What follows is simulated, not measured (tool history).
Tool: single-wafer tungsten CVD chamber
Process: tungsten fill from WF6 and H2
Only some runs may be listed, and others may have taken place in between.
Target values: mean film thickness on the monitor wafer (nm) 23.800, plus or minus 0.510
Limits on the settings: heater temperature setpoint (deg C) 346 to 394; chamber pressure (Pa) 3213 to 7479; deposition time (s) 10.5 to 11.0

| run | hour | heater temperature setpoint (deg C) | chamber pressure (Pa) | deposition time (s) | mean film thickness on the monitor wafer (nm) |
|---|---|---|---|---|---|
| 1 | 0.0 | 370 | 5346 | 11.0 | 18.386 |
| 2 | 5.9 | 372 | 5360 | 11.0 | 19.308 |
| 3 | 11.3 | 372 | 5360 | 10.5 | 18.388 |
| 4 | 12.0 | 372 | 5693 | 10.5 | 19.307 |
| 5 | 14.1 | 372 | 6026 | 10.5 | 20.074 |
| 6 | 19.8 | 372 | 5493 | 10.5 | 18.809 |
| 7 | 21.6 | 374 | 5506 | 10.5 | 19.808 |
| 8 | 26.4 | 375 | 5506 | 10.5 | 20.275 |
| 9 | 27.2 | 376 | 5506 | 10.5 | 20.695 |
| 10 | 34.1 | 377 | 5506 | 10.5 | 21.026 |
| 11 | 41.4 | 377 | 5506 | 10.5 | 21.018 |
| 12 | 48.9 | 377 | 5506 | 10.5 | 21.149 |
| 13 | 53.7 | 378 | 5506 | 10.5 | 21.554 |
| 14 | 62.0 | 379 | 5506 | 10.5 | 22.067 |
| 15 | 70.2 | 380 | 5506 | 10.5 | 22.436 |

Pick the move, out of 5, that brings all results within their allowed miss; only one does.
| A | 78.4 | 383 | 5293 | 11.0 | ? |
| B | 78.4 | 378 | 5959 | 11.0 | ? |
| C | 78.4 | 377 | 6133 | 10.5 | ? |
| D | 78.4 | 384 | 5466 | 10.6 | ? |
| E | 78.4 | 382 | 5133 | 10.5 | ? |

| move | mean film thickness on the monitor wafer (nm) |
|---|---|
| A | 24.739 |
| B | 23.970 |
| C | 22.780 |
| D | 24.917 |
| E | 22.595 |
A: carries the result that was furthest off beyond its target, to the other side
B: in spec on every target
C: nearer than the last run, and not there yet
D: carries the result that was furthest off beyond its target, to the other side
E: nearer than the last run, and not there yet
B meets every target.
